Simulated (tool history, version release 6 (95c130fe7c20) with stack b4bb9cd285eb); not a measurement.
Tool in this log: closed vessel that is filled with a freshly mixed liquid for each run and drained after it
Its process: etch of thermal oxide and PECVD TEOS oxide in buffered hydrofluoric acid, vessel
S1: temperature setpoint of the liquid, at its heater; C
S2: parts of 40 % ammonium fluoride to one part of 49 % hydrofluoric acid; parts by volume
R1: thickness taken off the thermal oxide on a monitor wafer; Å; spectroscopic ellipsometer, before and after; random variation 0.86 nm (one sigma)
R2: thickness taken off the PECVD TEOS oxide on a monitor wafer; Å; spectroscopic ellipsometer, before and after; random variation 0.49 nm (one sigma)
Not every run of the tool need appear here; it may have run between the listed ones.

{"run": 1, "day": 0.0, "S1": 23, "S2": 19, "time in the liquid (s)": 60, "R1": 373.56, "R2": 401.96}
{"run": 2, "day": 0.129, "S1": 23, "S2": 14.5, "time in the liquid (s)": 60, "R1": 477.43, "R2": 525.81}
{"run": 3, "day": 0.35, "S1": 23, "S2": 14.5, "time in the liquid (s)": 70, "R1": 555.83, "R2": 608.63}
{"run": 4, "day": 0.617, "S1": 21.5, "S2": 14.5, "time in the liquid (s)": 70, "R1": 509.5, "R2": 565.93}
{"run": 5, "day": 0.696, "S1": 23.5, "S2": 14.5, "time in the liquid (s)": 70, "R1": 560.9, "R2": 623.86}
{"run": 6, "day": 0.758, "S1": 22.5, "S2": 14.5, "time in the liquid (s)": 70, "R1": 540.47, "R2": 596.51}
{"run": 7, "day": 0.867, "S1": 23.5, "S2": 14.5, "time in the liquid (s)": 70, "R1": 565.92, "R2": 627.28}

The next listed run, before its measurement:
{"run": 8, "day": 1.233, "S1": 27.5, "S2": 13, "time in the liquid (s)": 70, "R1": "?", "R2": "?"}

R1: 798.12 Å
R2: 874.18 Å

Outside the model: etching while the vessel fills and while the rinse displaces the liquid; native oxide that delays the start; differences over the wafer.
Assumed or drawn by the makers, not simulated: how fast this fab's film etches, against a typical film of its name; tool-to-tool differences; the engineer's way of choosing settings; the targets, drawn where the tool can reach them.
